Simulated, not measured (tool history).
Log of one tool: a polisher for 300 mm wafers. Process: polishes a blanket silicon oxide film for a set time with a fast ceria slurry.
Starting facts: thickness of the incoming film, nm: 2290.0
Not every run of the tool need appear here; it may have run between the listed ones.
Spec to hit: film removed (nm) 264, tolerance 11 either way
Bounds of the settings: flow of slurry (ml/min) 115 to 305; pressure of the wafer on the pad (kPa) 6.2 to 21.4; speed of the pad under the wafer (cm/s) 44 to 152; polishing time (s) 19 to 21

run  hour  flow of slurry (ml/min)  pressure of the wafer on the pad (kPa)  speed of the pad under the wafer (cm/s)  polishing time (s)  film removed (nm)
  1     0                      195                                    13.8                                       98                  21             192.35
  2   3.3                      195                                    14.5                                       98                  21             205.21
  3   7.4                      195                                    15.2                                       98                  21             214.13
  4   9.7                      195                                    12.4                                       98                  21             176.51
  5  10.8                      195                                    12.4                                       76                  21             149.81
  6  16.1                      195                                    13.8                                       78                  21              170.3
  7    18                      195                                    15.2                                       78                  21             184.75
  8  21.3                      195                                    16.5                                       78                  21             201.21
  9  23.5                      195                                    16.5                                       78                  21             198.57
 10  26.8                      195                                    17.2                                       78                  21             210.48
 11  28.9                      195                                    17.9                                       78                  21             220.47
 12  36.4                      195                                    18.6                                       78                  21             226.64
 13  45.1                      195                                    19.3                                       78                  21             233.42
 14  48.6                      195                                      20                                       78                  21             250.06
 15    52                      195                                    20.7                                       78                  21             247.99
     53.2  -- head pressure recalibrated
 16  53.2                      200                                    21.4                                       80                  21             293.87
 17  56.4                      195                                    21.4                                       80                  21             295.41

Which single option among these 4 for the next run brings every result within its allowed miss of target? Just one does.
  A  59.6                      180                                      20                                      118                  20                  ?
  B  59.6                      160                                    21.4                                       74                  20                  ?
  C  59.6                      215                                    21.4                                       76                  21                  ?
  D  59.6                      190                                    21.4                                       88                  21                  ?

move  film removed (nm)
   A             328.97
   B             256.82
   C             284.02
   D             306.05
A: moves away from the targets compared with the last run
B: hits every target within its allowed miss
C: closer than the last run, but not yet in spec
D: moves away from the targets compared with the last run
Correct choice: B, which meets every target

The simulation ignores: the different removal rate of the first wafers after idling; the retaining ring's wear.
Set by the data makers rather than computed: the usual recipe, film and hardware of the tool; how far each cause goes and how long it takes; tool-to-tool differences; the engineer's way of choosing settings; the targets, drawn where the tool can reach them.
